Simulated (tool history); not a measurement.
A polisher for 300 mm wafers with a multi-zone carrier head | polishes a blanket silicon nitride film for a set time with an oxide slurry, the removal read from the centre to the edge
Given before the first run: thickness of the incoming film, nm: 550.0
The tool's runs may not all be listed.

run	day	flow of slurry (ml/min)	pressure of the head's centre zone	pressure of the head's middle zone	pressure of the head's edge zone	abrasive content of the slurry	polishing time (s)	film removed at the wafer's centre (Å)	film removed at mid-radius (Å)	film removed at the wafer's edge (Å)
1	0.000	160	1.00	1.00	1.00	1.00	42	289.58	286.91	296.59
2	0.067	150	1.02	0.96	0.95	0.85	42	284.19	259.34	264.43
3	0.292	140	1.00	0.92	0.93	0.75	42	258.30	234.95	244.06
4	0.542	130	1.00	0.89	0.91	0.70	42	234.60	220.56	230.35
5	0.588	125	1.03	0.86	0.90	0.65	42	237.55	200.28	221.14
6	0.679	125	1.03	0.86	0.90	0.65	33	183.22	160.29	173.43
7	0.846	155	1.04	0.87	0.93	0.65	33	194.58	167.11	178.17
8	1.204	170	1.06	0.89	0.99	0.65	33	199.42	169.80	188.36
9	1.571	185	1.08	0.91	1.01	0.65	33	207.80	172.58	189.21
10	1.742	195	1.09	0.93	1.03	0.65	33	208.44	180.01	192.07
11	1.879	200	1.11	0.94	1.05	0.65	33	213.86	182.23	193.80
12	2.004	205	1.13	0.94	1.07	0.65	33	218.73	180.52	197.18
13	2.142	210	1.14	0.95	1.08	0.65	33	222.30	181.21	198.42
14	2.292	215	1.15	0.96	1.09	0.65	33	226.99	184.42	198.21
15	2.583	220	1.15	0.96	1.10	0.65	33	219.98	185.64	199.13

Forecast run 16:
# day 2.733: worn pad replaced by a new one
16	2.733	220	1.16	0.96	1.11	0.65	33	?	?	?

film removed at the wafer's centre (Å): 256.88
film removed at mid-radius (Å): 212.10
film removed at the wafer's edge (Å): 230.25
